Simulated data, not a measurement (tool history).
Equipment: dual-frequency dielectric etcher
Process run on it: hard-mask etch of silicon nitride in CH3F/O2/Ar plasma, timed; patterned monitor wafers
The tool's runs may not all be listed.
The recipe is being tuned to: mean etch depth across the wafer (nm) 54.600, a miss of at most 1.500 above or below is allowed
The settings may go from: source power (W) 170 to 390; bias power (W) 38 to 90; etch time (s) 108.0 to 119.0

| run | hour | source power (W) | bias power (W) | etch time (s) | mean etch depth across the wafer (nm) |
|---|---|---|---|---|---|
| 1 | 0.0 | 280 | 64 | 119.0 | 63.001 |
| 2 | 2.9 | 270 | 63 | 118.5 | 61.744 |
| 3 | 9.2 | 290 | 63 | 118.5 | 63.522 |
| 4 | 18.1 | 280 | 62 | 118.0 | 61.998 |
| 5 | 26.5 | 270 | 61 | 118.0 | 61.260 |
| 6 | 35.3 | 260 | 60 | 117.5 | 59.782 |
|  | 41.1 | bias power generator calibrated |
| 7 | 41.1 | 250 | 59 | 117.5 | 59.079 |
| 8 | 47.5 | 240 | 58 | 117.0 | 57.669 |

Exercise: of the 4 proposed moves below, exactly one satisfies all targets within the stated allowed misses. Which move is it?
| A | 53.9 | 350 | 55 | 108.0 | ? |
| B | 53.9 | 250 | 60 | 108.0 | ? |
| C | 53.9 | 260 | 52 | 119.0 | ? |
| D | 53.9 | 260 | 73 | 112.0 | ? |

| move | mean etch depth across the wafer (nm) |
|---|---|
| A | 60.954 |
| B | 54.472 |
| C | 59.174 |
| D | 59.925 |
A: the biggest miss grows against the last run
B: each result inside its tolerance
C: the biggest miss grows against the last run
D: the biggest miss grows against the last run
So the answer is move B, the one that meets all the targets.
